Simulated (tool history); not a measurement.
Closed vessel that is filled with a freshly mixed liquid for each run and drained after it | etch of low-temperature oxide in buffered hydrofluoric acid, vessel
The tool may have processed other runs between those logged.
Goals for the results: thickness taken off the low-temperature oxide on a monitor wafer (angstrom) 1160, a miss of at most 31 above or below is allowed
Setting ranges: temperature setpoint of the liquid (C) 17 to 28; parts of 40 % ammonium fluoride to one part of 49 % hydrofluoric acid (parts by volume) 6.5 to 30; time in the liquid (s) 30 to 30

run  hour  temperature setpoint of the liquid (C)  parts of 40 % ammonium fluoride to one part of 49 % hydrofluoric acid (parts by volume)  time in the liquid (s)  thickness taken off the low-temperature oxide on a monitor wafer (angstrom)
  1     0                                      20                                                                                     19.5                      30                                                                       525.43
  2   4.9                                      22                                                                                     19.5                      30                                                                       586.64
  3  10.4                                    23.5                                                                                     17.5                      30                                                                        700.5
  4  13.7                                    23.5                                                                                     17.5                      30                                                                       703.85
  5  20.3                                    23.5                                                                                     15.5                      30                                                                        796.1
  6  23.9                                    23.5                                                                                     15.5                      30                                                                       799.79
     29.4  -- hydrofluoric acid flow meter replaced
  7  29.4                                    24.5                                                                                       15                      30                                                                       907.89
  8  37.5                                    25.5                                                                                       15                      30                                                                       975.54
  9  44.2                                      26                                                                                       15                      30                                                                       991.89
 10  48.1                                    26.5                                                                                       15                      30                                                                       1020.7
 11    54                                      27                                                                                       15                      30                                                                       1036.8
 12  62.2                                    27.5                                                                                     14.5                      30                                                                       1100.9

Exercise: of the 5 proposed moves below, exactly one satisfies all targets within the stated allowed misses. Which move is it?
  A  70.4                                      24                                                                                     11.5                      30                                                                            ?
  B  70.4                                      28                                                                                     13.5                      30                                                                            ?
  C  70.4                                      28                                                                                       15                      30                                                                            ?
  D  70.4                                    25.5                                                                                     11.5                      30                                                                            ?
  E  70.4                                      27                                                                                     14.5                      30                                                                            ?

move  thickness taken off the low-temperature oxide on a monitor wafer (angstrom)
   A                                                                       1162.5
   B                                                                       1232.8
   C                                                                       1111.8
   D                                                                       1261.1
   E                                                                       1089.7
A: each result inside its tolerance
B: carries the result that was furthest off beyond its target, to the other side
C: moves toward the targets from the last run without getting all of them in spec
D: carries the result that was furthest off beyond its target, to the other side
E: moves away from the targets compared with the last run
So the answer is move A, the one that meets all the targets.
